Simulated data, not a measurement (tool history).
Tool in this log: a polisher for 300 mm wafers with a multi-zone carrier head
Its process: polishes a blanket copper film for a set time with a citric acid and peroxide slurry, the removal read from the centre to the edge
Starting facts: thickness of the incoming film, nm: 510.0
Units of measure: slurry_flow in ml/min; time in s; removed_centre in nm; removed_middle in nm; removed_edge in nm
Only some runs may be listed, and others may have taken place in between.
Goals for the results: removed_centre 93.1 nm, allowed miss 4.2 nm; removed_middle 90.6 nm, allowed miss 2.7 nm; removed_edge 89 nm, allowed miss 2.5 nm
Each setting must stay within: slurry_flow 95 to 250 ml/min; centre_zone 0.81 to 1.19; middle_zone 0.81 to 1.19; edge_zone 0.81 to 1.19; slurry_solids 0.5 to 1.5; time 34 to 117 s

| run | hour | slurry_flow | centre_zone | middle_zone | edge_zone | slurry_solids | time | removed_centre | removed_middle | removed_edge |
|---|---|---|---|---|---|---|---|---|---|---|
| 1 | 0 | 160 | 1 | 1 | 1 | 1 | 75 | 155.02 | 157.22 | 158.56 |
| 2 | 2.1 | 160 | 1 | 0.99 | 0.98 | 0.95 | 72 | 146.1 | 148.63 | 150.56 |
| 3 | 9.9 | 160 | 1.01 | 0.99 | 0.97 | 0.9 | 69 | 142.88 | 141.67 | 140.31 |
| 4 | 15.9 | 155 | 1 | 0.98 | 0.96 | 0.85 | 67 | 133.99 | 134.65 | 134.33 |
| 5 | 23.1 | 155 | 1 | 0.97 | 0.95 | 0.8 | 65 | 129.35 | 126.3 | 126.41 |
| 6 | 27.7 | 155 | 1 | 0.97 | 0.95 | 0.95 | 65 | 135.12 | 131.57 | 131.42 |
| 7 | 29.6 | 150 | 0.99 | 0.96 | 0.94 | 0.9 | 64 | 125.19 | 126.46 | 127.14 |
| 8 | 32.5 | 150 | 0.99 | 0.95 | 0.93 | 0.85 | 63 | 120.91 | 121.51 | 124.16 |
| 9 | 39.3 | 140 | 1.06 | 0.98 | 0.83 | 0.6 | 43 | 81.956 | 77.84 | 73.265 |
| 10 | 41.9 | 140 | 1.06 | 0.98 | 0.83 | 0.6 | 43 | 83.989 | 76.698 | 72.932 |
| 11 | 44.3 | 150 | 1.05 | 0.98 | 0.84 | 0.6 | 43 | 82.273 | 78.042 | 74.234 |
| 12 | 47.2 | 150 | 1.05 | 0.98 | 0.84 | 0.6 | 43 | 84.435 | 80.071 | 74.442 |
| 13 | 51.9 | 155 | 1.04 | 0.97 | 0.85 | 0.6 | 43 | 80.822 | 77.941 | 74.83 |
| 14 | 52.9 | 155 | 1.04 | 0.98 | 0.87 | 0.6 | 43 | 84.358 | 79.601 | 75.763 |
| 15 | 54.4 | 155 | 1.03 | 0.98 | 0.89 | 0.6 | 43 | 82.347 | 78.654 | 76.669 |
| 16 | 60.7 | 160 | 1.03 | 0.99 | 0.9 | 0.6 | 43 | 82.262 | 79.792 | 76.578 |
| 17 | 61.2 | 160 | 1.03 | 0.99 | 0.91 | 0.6 | 43 | 83.365 | 78.981 | 77.308 |
| 18 | 68.2 | 165 | 1.03 | 0.99 | 0.92 | 0.6 | 43 | 82.794 | 80.518 | 78.949 |
| 19 | 70.9 | 170 | 1.03 | 1 | 0.93 | 0.6 | 43 | 83.346 | 80.124 | 78.849 |
| 20 | 77.8 | 200 | 1.03 | 1.08 | 1.03 | 0.85 | 44 | 95.528 | 97.051 | 94.142 |
| 21 | 80.7 | 190 | 1.04 | 1.05 | 1 | 0.8 | 44 | 92.073 | 92.625 | 89.819 |

Which single option among these 4 for the next run brings every result within its allowed miss of target? Just one does.
| A | 83.6 | 205 | 1.06 | 1.1 | 0.95 | 0.9 | 42 | ? | ? | ? |
| B | 83.6 | 190 | 1.03 | 1.08 | 0.97 | 0.65 | 47 | ? | ? | ? |
| C | 83.6 | 200 | 1.02 | 1.05 | 0.88 | 1 | 43 | ? | ? | ? |
| D | 83.6 | 135 | 1.07 | 1.04 | 0.99 | 1 | 43 | ? | ? | ? |

| move | removed_centre | removed_middle | removed_edge |
|---|---|---|---|
| A | 95.035 | 98.056 | 86.43 |
| B | 94.976 | 99.533 | 90.158 |
| C | 95.517 | 98.79 | 87.348 |
| D | 94.187 | 92.751 | 88.692 |
A: misses by more than the last run did
B: misses by more than the last run did
C: misses by more than the last run did
D: every result lands within tolerance
The right move is D.

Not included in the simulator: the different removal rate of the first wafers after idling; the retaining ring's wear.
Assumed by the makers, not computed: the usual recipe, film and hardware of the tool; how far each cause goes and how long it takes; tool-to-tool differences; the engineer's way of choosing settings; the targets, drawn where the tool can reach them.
